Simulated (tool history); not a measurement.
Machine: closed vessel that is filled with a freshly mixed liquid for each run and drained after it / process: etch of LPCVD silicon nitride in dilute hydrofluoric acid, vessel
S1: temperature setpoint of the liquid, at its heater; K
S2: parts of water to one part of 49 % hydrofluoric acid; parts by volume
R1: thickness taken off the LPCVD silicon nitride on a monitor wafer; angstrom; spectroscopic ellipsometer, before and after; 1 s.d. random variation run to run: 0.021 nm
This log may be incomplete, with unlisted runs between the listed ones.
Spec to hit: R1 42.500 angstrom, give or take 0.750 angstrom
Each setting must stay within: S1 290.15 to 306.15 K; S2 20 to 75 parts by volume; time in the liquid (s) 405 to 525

{"run": 1, "hour": 0.0, "S1": 298.15, "S2": 45, "time in the liquid (s)": 525, "R1": 58.749}
{"run": 2, "hour": 1.3, "S1": 297.15, "S2": 45, "time in the liquid (s)": 525, "R1": 55.511}
{"run": 3, "hour": 4.8, "S1": 297.15, "S2": 40, "time in the liquid (s)": 525, "R1": 61.136}
{"run": 4, "hour": 11.6, "S1": 297.15, "S2": 50, "time in the liquid (s)": 525, "R1": 50.022}
{"run": 5, "hour": 20.7, "S1": 297.15, "S2": 35, "time in the liquid (s)": 525, "R1": 70.729}
{"run": 6, "hour": 23.3, "S1": 297.15, "S2": 45, "time in the liquid (s)": 525, "R1": 55.135}
{"run": 7, "hour": 31.4, "S1": 296.65, "S2": 45, "time in the liquid (s)": 525, "R1": 52.902}
{"run": 8, "hour": 35.8, "S1": 296.15, "S2": 45, "time in the liquid (s)": 525, "R1": 51.504}

4 candidate next runs follow, results not yet known. Just one meets every target within its allowed miss. Identify it.
{"run": "A", "hour": 40.2, "S1": 296.65, "S2": 50, "time in the liquid (s)": 490, "R1": "?"}
{"run": "B", "hour": 40.2, "S1": 296.65, "S2": 50, "time in the liquid (s)": 465, "R1": "?"}
{"run": "C", "hour": 40.2, "S1": 294.65, "S2": 30, "time in the liquid (s)": 485, "R1": "?"}
{"run": "D", "hour": 40.2, "S1": 296.65, "S2": 50, "time in the liquid (s)": 485, "R1": "?"}

move=A R1=45.292
move=B R1=42.981
move=C R1=64.197
move=D R1=44.830
A: gains on the last run, yet a result remains outside its allowed miss
B: every result within its allowed miss
C: moves away from the targets compared with the last run
D: gains on the last run, yet a result remains outside its allowed miss
So the answer is move B, the one that meets all the targets.

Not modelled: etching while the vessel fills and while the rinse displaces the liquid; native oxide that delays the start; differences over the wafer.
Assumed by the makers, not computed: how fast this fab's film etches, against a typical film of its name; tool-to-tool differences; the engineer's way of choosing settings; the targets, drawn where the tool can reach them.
